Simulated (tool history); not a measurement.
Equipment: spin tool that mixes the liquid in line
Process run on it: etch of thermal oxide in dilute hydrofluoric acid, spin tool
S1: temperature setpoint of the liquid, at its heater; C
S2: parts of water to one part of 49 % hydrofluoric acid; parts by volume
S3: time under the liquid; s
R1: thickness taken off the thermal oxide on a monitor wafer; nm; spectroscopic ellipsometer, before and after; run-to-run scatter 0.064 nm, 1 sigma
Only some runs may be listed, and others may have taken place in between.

run	day	S1	S2	S3	R1
1	0	23	100	285	11.922
2	0.071	20	100	285	10.565
3	0.425	19.5	100	285	10.283
4	0.721	19.5	85	285	12.397
5	1.017	19	85	285	12.174
6	1.3	19	85	310	13.132

Run 7 has not been measured yet. What should we expect?
7	1.671	19	90	310	?

{"run 7": {"R1": 12.399}}
